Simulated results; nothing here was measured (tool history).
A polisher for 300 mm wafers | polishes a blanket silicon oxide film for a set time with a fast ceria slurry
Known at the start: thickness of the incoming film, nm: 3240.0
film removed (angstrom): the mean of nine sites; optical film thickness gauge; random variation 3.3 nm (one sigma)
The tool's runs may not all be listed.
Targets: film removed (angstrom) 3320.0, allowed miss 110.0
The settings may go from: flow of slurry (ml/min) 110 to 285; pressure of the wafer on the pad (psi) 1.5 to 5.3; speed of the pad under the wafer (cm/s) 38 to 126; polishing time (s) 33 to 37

| run | hour | flow of slurry (ml/min) | pressure of the wafer on the pad (psi) | speed of the pad under the wafer (cm/s) | polishing time (s) | film removed (angstrom) |
|---|---|---|---|---|---|---|
| 1 | 0.0 | 180 | 3.4 | 82 | 37 | 5307.1 |
| 2 | 6.6 | 180 | 3.4 | 92 | 37 | 5952.6 |
| 3 | 14.9 | 180 | 3.4 | 82 | 37 | 5360.6 |
| 4 | 16.5 | 180 | 3.4 | 74 | 37 | 4837.2 |
| 5 | 25.3 | 200 | 3.4 | 74 | 37 | 4906.7 |
| 6 | 27.2 | 200 | 3.2 | 74 | 37 | 4669.4 |
| 7 | 32.4 | 195 | 3.1 | 74 | 37 | 4565.9 |
| 8 | 34.6 | 195 | 3.0 | 74 | 37 | 4498.4 |
| 9 | 39.8 | 195 | 2.8 | 74 | 37 | 4238.0 |
| 10 | 46.3 | 195 | 2.7 | 74 | 37 | 4258.2 |
| 11 | 54.4 | 175 | 1.7 | 72 | 37 | 3040.8 |

5 next moves are on the table. One of them brings every result within its allowed miss. Which?
| A | 62.5 | 195 | 1.7 | 84 | 36 | ? |
| B | 62.5 | 185 | 1.8 | 82 | 37 | ? |
| C | 62.5 | 200 | 1.9 | 76 | 37 | ? |
| D | 62.5 | 190 | 2.3 | 62 | 33 | ? |
| E | 62.5 | 155 | 1.8 | 86 | 33 | ? |

| move | film removed (angstrom) |
|---|---|
| A | 3525.6 |
| B | 3624.5 |
| C | 3504.7 |
| D | 2850.6 |
| E | 3298.7 |
A: takes the result that was furthest off past its target
B: takes the result that was furthest off past its target
C: takes the result that was furthest off past its target
D: further off than the last run
E: meets every target
Move E is the one to make.

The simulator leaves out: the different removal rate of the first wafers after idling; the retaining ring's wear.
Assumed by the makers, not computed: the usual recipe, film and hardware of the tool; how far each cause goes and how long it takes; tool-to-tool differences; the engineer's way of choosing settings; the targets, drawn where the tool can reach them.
